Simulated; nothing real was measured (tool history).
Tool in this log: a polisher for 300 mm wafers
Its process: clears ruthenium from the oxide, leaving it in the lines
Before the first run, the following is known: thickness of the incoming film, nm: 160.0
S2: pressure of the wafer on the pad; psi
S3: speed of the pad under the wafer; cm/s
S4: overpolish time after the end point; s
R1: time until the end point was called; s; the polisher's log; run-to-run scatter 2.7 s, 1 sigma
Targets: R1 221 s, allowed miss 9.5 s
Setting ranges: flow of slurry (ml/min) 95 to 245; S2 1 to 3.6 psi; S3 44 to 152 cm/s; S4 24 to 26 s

{"run": 1, "day": 0.0, "flow of slurry (ml/min)": 155, "S2": 2.3, "S3": 98, "S4": 24, "R1": 137.55}
{"run": 2, "day": 0.192, "flow of slurry (ml/min)": 155, "S2": 2.1, "S3": 98, "S4": 24, "R1": 154.89}
{"run": 3, "day": 0.496, "flow of slurry (ml/min)": 155, "S2": 2.6, "S3": 98, "S4": 24, "R1": 123.98}
{"run": 4, "day": 0.562, "flow of slurry (ml/min)": 155, "S2": 2.4, "S3": 98, "S4": 24, "R1": 137.62}
{"run": 5, "day": 0.879, "flow of slurry (ml/min)": 155, "S2": 2.7, "S3": 98, "S4": 24, "R1": 120.01}
{"run": 6, "day": 1.108, "flow of slurry (ml/min)": 155, "S2": 2.4, "S3": 98, "S4": 24, "R1": 134.85}
{"run": 7, "day": 1.3, "flow of slurry (ml/min)": 155, "S2": 2.2, "S3": 98, "S4": 24, "R1": 146.39}
{"run": 8, "day": 1.625, "flow of slurry (ml/min)": 155, "S2": 2.2, "S3": 98, "S4": 24, "R1": 145.15}
{"run": 9, "day": 1.817, "flow of slurry (ml/min)": 155, "S2": 2, "S3": 98, "S4": 24, "R1": 158.92}
{"run": 10, "day": 1.896, "flow of slurry (ml/min)": 155, "S2": 1.9, "S3": 98, "S4": 24, "R1": 166.9}
{"run": 11, "day": 2.058, "flow of slurry (ml/min)": 155, "S2": 1.8, "S3": 98, "S4": 24, "R1": 181.09}

Which one of the following 5 next-run settings gets every result inside its allowed miss? There is exactly one.
{"run": "A", "day": 2.221, "flow of slurry (ml/min)": 125, "S2": 1.7, "S3": 94, "S4": 24, "R1": "?"}
{"run": "B", "day": 2.221, "flow of slurry (ml/min)": 165, "S2": 1.3, "S3": 94, "S4": 24, "R1": "?"}
{"run": "C", "day": 2.221, "flow of slurry (ml/min)": 155, "S2": 2.1, "S3": 114, "S4": 24, "R1": "?"}
{"run": "D", "day": 2.221, "flow of slurry (ml/min)": 160, "S2": 1.9, "S3": 122, "S4": 24, "R1": "?"}
{"run": "E", "day": 2.221, "flow of slurry (ml/min)": 150, "S2": 1.5, "S3": 92, "S4": 24, "R1": "?"}

move=A R1=196.84
move=B R1=247.11
move=C R1=130.21
move=D R1=133.81
move=E R1=222.34
A: closes in on the targets versus the last run, not all within tolerance yet
B: carries the result that was furthest off beyond its target, to the other side
C: lands further from the targets than the last run did
D: lands further from the targets than the last run did
E: every result within its allowed miss
Answer: E
